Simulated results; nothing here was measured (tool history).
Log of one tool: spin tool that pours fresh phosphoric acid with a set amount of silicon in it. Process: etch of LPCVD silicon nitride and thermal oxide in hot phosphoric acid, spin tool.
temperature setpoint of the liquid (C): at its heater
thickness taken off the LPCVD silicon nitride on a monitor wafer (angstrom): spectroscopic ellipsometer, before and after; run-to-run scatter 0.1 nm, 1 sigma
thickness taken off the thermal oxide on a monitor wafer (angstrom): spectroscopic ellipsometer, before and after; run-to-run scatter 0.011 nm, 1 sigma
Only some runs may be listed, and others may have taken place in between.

run  hour  temperature setpoint of the liquid (C)  silicon dissolved in the acid as it is poured (mg a litre)  time under the liquid (s)  thickness taken off the LPCVD silicon nitride on a monitor wafer (angstrom)  thickness taken off the thermal oxide on a monitor wafer (angstrom)
  1   0.0                                   162.0                                                         9.0                        180                                                                       190.67                                                               4.3166
  2   4.4                                   162.0                                                         9.0                        230                                                                       240.39                                                               5.6867
  3   8.9                                   161.5                                                         9.5                        220                                                                       226.21                                                               5.4078
  4  15.4                                   161.5                                                         5.5                        220                                                                       227.97                                                               5.9517
  5  20.9                                   161.0                                                         6.5                        210                                                                       216.30                                                               4.8359
  6  26.4                                   161.0                                                         6.5                        165                                                                       168.73                                                               3.9573
  7  29.8                                   160.5                                                         7.0                        165                                                                       164.57                                                               3.8869

Run 8 comes next. What will it give?
  8  34.4                                   158.0                                                        12.5                        165                                                                            ?                                                                    ?

thickness taken off the LPCVD silicon nitride on a monitor wafer (angstrom): 149.75
thickness taken off the thermal oxide on a monitor wafer (angstrom): 2.7258

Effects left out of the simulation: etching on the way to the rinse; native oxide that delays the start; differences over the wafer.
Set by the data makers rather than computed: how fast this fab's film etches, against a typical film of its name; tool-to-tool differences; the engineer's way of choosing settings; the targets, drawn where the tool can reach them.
